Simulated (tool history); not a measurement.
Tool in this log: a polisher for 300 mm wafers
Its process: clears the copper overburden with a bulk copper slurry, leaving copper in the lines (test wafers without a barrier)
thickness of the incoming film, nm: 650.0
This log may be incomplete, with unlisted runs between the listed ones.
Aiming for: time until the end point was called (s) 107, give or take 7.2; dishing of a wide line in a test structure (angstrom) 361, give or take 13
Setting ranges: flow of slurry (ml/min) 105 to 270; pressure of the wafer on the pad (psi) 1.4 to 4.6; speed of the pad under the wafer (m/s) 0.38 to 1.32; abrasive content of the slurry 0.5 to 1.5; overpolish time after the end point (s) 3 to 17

run,hour,flow of slurry (ml/min),pressure of the wafer on the pad (psi),speed of the pad under the wafer (m/s),abrasive content of the slurry,overpolish time after the end point (s),time until the end point was called (s),dishing of a wide line in a test structure (angstrom)
1,0,175,3,0.84,1,9,95.005,448.79
2,3.9,175,2.9,0.84,1,9,93.508,432.16
3,9.5,175,2.9,0.84,1,12,94.93,547.73
4,11.8,180,2.7,0.86,1,11,96.948,501.89
5,15.3,180,2.7,1.06,1,11,79.093,578.31
6,16.6,185,2.4,1.06,1,10,84.904,515.31
7,21.6,185,2.2,1.06,1,9,92.027,446.67
8,27.1,185,2.2,1.06,1,9,90.726,451.15
9,36,185,2.1,1.06,1,9,92.947,439.82
10,44.4,185,2,1.06,1,9,95.142,435.93
11,53.3,185,1.9,1.06,1,9,103.04,418.38
12,60.1,185,1.9,1.06,1,8,97.883,383.09
# hour 68.8: worn pad replaced by a new one
13,68.8,180,1.8,1.06,1,8,97.052,385.94

Which of these 4 next moves meets every target?
A,77.5,250,1.4,1.12,0.9,8,?,?
B,77.5,215,1.4,1.1,1,9,?,?
C,77.5,195,2.4,0.94,0.95,7,?,?
D,77.5,140,1.4,1.16,1.1,9,?,?

move,time until the end point was called (s),dishing of a wide line in a test structure (angstrom)
A,101.54,357.52
B,102.34,389.2
C,88.678,368.32
D,100.92,393.35
A: meets every target
B: the biggest miss grows against the last run
C: corrects the largest miss of the last run, while another result sits out of spec
D: the biggest miss grows against the last run
A is the move that brings every result within its allowed miss.
